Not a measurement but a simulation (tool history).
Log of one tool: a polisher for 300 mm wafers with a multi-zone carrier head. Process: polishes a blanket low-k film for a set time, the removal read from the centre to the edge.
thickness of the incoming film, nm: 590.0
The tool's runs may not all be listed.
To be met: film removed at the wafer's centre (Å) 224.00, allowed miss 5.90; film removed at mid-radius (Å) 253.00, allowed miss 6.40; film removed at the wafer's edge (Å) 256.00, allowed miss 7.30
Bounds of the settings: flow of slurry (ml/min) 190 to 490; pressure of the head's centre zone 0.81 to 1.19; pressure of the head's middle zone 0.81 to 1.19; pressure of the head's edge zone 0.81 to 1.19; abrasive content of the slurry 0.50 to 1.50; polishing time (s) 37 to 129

| run | day | flow of slurry (ml/min) | pressure of the head's centre zone | pressure of the head's middle zone | pressure of the head's edge zone | abrasive content of the slurry | polishing time (s) | film removed at the wafer's centre (Å) | film removed at mid-radius (Å) | film removed at the wafer's edge (Å) |
|---|---|---|---|---|---|---|---|---|---|---|
| 1 | 0.000 | 315 | 1.00 | 1.00 | 1.00 | 1.00 | 83 | 317.67 | 325.15 | 324.86 |
| 2 | 0.300 | 310 | 0.97 | 0.98 | 0.97 | 0.95 | 83 | 302.08 | 309.49 | 306.41 |
| 3 | 0.442 | 310 | 0.97 | 0.98 | 0.97 | 0.95 | 97 | 351.26 | 363.31 | 362.07 |
| 4 | 0.758 | 310 | 1.05 | 0.98 | 0.97 | 0.95 | 97 | 385.59 | 362.04 | 359.05 |
| 5 | 0.833 | 300 | 1.00 | 0.97 | 0.96 | 0.85 | 96 | 334.10 | 333.40 | 330.16 |
| 6 | 1.012 | 300 | 1.00 | 0.91 | 0.96 | 0.85 | 96 | 334.88 | 314.85 | 334.06 |
| 7 | 1.254 | 290 | 0.96 | 0.90 | 0.93 | 0.80 | 96 | 308.21 | 298.23 | 313.72 |
| 8 | 1.342 | 290 | 0.96 | 0.90 | 0.93 | 0.80 | 96 | 306.09 | 297.13 | 312.02 |
| 9 | 1.367 | 275 | 0.93 | 0.90 | 0.91 | 0.75 | 96 | 284.56 | 285.52 | 292.78 |
| 10 | 1.496 | 260 | 0.91 | 0.90 | 0.91 | 0.75 | 96 | 274.91 | 282.44 | 294.92 |
| 11 | 1.742 | 250 | 0.89 | 0.90 | 0.89 | 0.75 | 96 | 267.10 | 279.17 | 294.18 |
| 12 | 1.879 | 255 | 0.88 | 0.90 | 0.88 | 0.70 | 96 | 247.97 | 271.85 | 277.78 |
| 13 | 1.904 | 255 | 0.87 | 0.89 | 0.87 | 0.70 | 96 | 250.92 | 269.84 | 273.83 |
| 14 | 2.267 | 250 | 0.86 | 0.89 | 0.86 | 0.70 | 96 | 244.86 | 264.75 | 275.54 |
| 15 | 2.550 | 255 | 0.85 | 0.89 | 0.85 | 0.70 | 96 | 240.72 | 271.06 | 273.15 |
| 16 | 2.746 | 250 | 0.85 | 0.89 | 0.84 | 0.70 | 96 | 243.93 | 266.68 | 275.95 |
| 17 | 3.112 | 255 | 0.85 | 0.89 | 0.84 | 0.70 | 96 | 244.03 | 267.65 | 272.59 |
| 18 | 3.488 | 255 | 0.84 | 0.89 | 0.83 | 0.70 | 96 | 239.91 | 267.51 | 270.83 |

Which of these 5 next moves meets every target?
| A | 3.862 | 245 | 0.89 | 0.92 | 0.86 | 0.60 | 102 | ? | ? | ? |
| B | 3.862 | 300 | 1.00 | 0.92 | 0.81 | 0.70 | 84 | ? | ? | ? |
| C | 3.862 | 230 | 0.82 | 0.96 | 0.92 | 0.65 | 102 | ? | ? | ? |
| D | 3.862 | 355 | 0.82 | 1.06 | 0.83 | 0.65 | 94 | ? | ? | ? |
| E | 3.862 | 265 | 0.82 | 0.89 | 0.82 | 0.55 | 111 | ? | ? | ? |

| move | film removed at the wafer's centre (Å) | film removed at mid-radius (Å) | film removed at the wafer's edge (Å) |
|---|---|---|---|
| A | 237.35 | 255.03 | 256.10 |
| B | 255.67 | 243.46 | 238.17 |
| C | 231.23 | 279.93 | 278.29 |
| D | 225.46 | 294.98 | 256.54 |
| E | 222.47 | 252.45 | 255.67 |
A: nearer than the last run, and not there yet
B: further off than the last run
C: further off than the last run
D: brings the result that was furthest off to its target, and leaves another outside
E: meets every target
Answer: E
